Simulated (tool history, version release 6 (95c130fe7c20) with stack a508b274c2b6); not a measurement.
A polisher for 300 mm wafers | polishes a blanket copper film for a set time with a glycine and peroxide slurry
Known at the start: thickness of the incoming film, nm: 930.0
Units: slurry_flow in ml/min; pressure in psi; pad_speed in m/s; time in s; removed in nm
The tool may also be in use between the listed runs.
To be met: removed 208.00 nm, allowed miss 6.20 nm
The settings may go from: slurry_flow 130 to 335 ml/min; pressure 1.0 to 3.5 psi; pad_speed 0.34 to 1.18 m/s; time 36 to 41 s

| run | hour | slurry_flow | pressure | pad_speed | time | removed |
|---|---|---|---|---|---|---|
| 1 | 0.0 | 215 | 2.2 | 0.76 | 41 | 154.19 |
| 2 | 8.0 | 215 | 2.7 | 0.76 | 41 | 181.76 |
| 3 | 14.3 | 220 | 2.8 | 0.76 | 41 | 186.35 |
| 4 | 22.4 | 220 | 2.9 | 0.76 | 41 | 192.33 |
| 5 | 25.3 | 220 | 3.0 | 0.76 | 41 | 199.24 |
| 6 | 26.9 | 220 | 3.5 | 0.76 | 41 | 223.06 |
| 7 | 29.6 | 215 | 3.4 | 0.76 | 41 | 217.44 |
|  | 37.8 | worn pad replaced by a new one |
| 8 | 37.8 | 210 | 3.4 | 0.76 | 41 | 228.94 |
| 9 | 40.7 | 220 | 3.4 | 0.76 | 41 | 233.94 |
| 10 | 42.3 | 205 | 3.4 | 0.76 | 41 | 227.69 |
| 11 | 50.4 | 215 | 3.3 | 0.76 | 41 | 227.98 |

Which of these 5 next moves meets every target?
| A | 58.5 | 200 | 3.2 | 0.90 | 40 | ? |
| B | 58.5 | 185 | 3.3 | 0.92 | 41 | ? |
| C | 58.5 | 190 | 3.1 | 0.76 | 37 | ? |
| D | 58.5 | 215 | 3.1 | 0.80 | 41 | ? |
| E | 58.5 | 320 | 3.1 | 0.70 | 40 | ? |

| move | removed |
|---|---|
| A | 241.63 |
| B | 255.71 |
| C | 191.28 |
| D | 223.29 |
| E | 206.24 |
A: further off than the last run
B: further off than the last run
C: takes the result that was furthest off past its target
D: nearer than the last run, and not there yet
E: meets every target
The right move is E.
